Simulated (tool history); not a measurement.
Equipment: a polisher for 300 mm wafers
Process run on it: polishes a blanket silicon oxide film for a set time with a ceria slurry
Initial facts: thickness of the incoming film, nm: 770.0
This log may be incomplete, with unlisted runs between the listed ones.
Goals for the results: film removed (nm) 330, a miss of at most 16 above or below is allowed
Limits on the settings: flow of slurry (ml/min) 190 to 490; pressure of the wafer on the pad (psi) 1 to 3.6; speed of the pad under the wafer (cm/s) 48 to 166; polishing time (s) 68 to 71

run	day	flow of slurry (ml/min)	pressure of the wafer on the pad (psi)	speed of the pad under the wafer (cm/s)	polishing time (s)	film removed (nm)
1	0	315	2.3	106	68	230.36
2	0.312	315	2.5	106	68	247.29
3	0.392	395	2.5	106	68	247.95
4	0.683	365	2.5	106	68	249.15
5	0.833	365	2.3	106	68	231.1
6	1.129	365	2.3	94	68	206.52
7	1.496	365	2.5	94	68	228.58
8	1.825	365	2.6	94	68	227.85
9	1.962	365	2.8	96	68	251.25

Pick the move, out of 4, that brings all results within their allowed miss; only one does.
A	2.1	370	3.2	94	71	?
B	2.1	340	3.1	108	71	?
C	2.1	300	2.7	76	68	?
D	2.1	480	3.1	90	71	?

move	film removed (nm)
A	301.77
B	329.32
C	200.26
D	285.89
A: better than the last run, though not everything is in spec
B: hits every target within its allowed miss
C: the biggest miss grows against the last run
D: better than the last run, though not everything is in spec
Correct choice: B, which meets every target

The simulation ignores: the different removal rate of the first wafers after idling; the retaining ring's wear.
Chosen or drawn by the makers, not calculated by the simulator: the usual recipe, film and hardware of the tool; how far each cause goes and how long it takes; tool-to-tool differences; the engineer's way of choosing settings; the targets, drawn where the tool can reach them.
